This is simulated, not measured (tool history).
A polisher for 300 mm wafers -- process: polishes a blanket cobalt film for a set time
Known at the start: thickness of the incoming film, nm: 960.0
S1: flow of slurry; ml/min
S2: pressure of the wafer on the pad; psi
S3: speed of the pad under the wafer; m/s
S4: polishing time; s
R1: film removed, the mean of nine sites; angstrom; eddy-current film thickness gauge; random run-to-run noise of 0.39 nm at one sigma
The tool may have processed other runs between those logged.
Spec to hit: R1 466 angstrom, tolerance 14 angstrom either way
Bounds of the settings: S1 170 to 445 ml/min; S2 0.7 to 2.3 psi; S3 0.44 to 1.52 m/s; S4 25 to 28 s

Run 1, hour 0: S1 285 ml/min, S2 1.5 psi, S3 0.98 m/s, S4 28 s. Result: R1 1070.4 angstrom.
Run 2, hour 8.8: S1 285 ml/min, S2 1.2 psi, S3 0.88 m/s, S4 28 s. Result: R1 807.64 angstrom.
Run 3, hour 15.9: S1 285 ml/min, S2 1.2 psi, S3 0.88 m/s, S4 25 s. Result: R1 723.25 angstrom.
Run 4, hour 17.2: S1 285 ml/min, S2 1.2 psi, S3 0.88 m/s, S4 28 s. Result: R1 817.22 angstrom.
Run 5, hour 22.5: S1 285 ml/min, S2 1 psi, S3 0.8 m/s, S4 28 s. Result: R1 639.76 angstrom.
Run 6, hour 31.1: S1 285 ml/min, S2 1.3 psi, S3 0.8 m/s, S4 28 s. Result: R1 780.81 angstrom.
Run 7, hour 33.3: S1 285 ml/min, S2 1.1 psi, S3 0.76 m/s, S4 28 s. Result: R1 657.59 angstrom.
Run 8, hour 39.1: S1 280 ml/min, S2 0.7 psi, S3 0.66 m/s, S4 28 s. Result: R1 419.76 angstrom.
Run 9, hour 42.6: S1 290 ml/min, S2 0.7 psi, S3 0.66 m/s, S4 28 s. Result: R1 420.28 angstrom.
Run 10, hour 50.8: S1 295 ml/min, S2 0.9 psi, S3 0.66 m/s, S4 28 s. Result: R1 492 angstrom.

Next run, 4 choices. One meets every target within its allowed miss, the rest don't. Which?
Run A, hour 59: S1 255 ml/min, S2 0.9 psi, S3 0.66 m/s, S4 27 s. Result: R1 ?.
Run B, hour 59: S1 255 ml/min, S2 0.8 psi, S3 0.72 m/s, S4 28 s. Result: R1 ?.
Run C, hour 59: S1 305 ml/min, S2 0.8 psi, S3 0.74 m/s, S4 28 s. Result: R1 ?.
Run D, hour 59: S1 310 ml/min, S2 0.8 psi, S3 0.82 m/s, S4 27 s. Result: R1 ?.

move      R1
   A  472.96
   B  490.93
   C   511.4
   D  545.02
A: every result within its allowed miss
B: just as far off the targets as the last run
C: its largest miss is bigger than the last run's
D: its largest miss is bigger than the last run's
Go with A: it meets all targets.
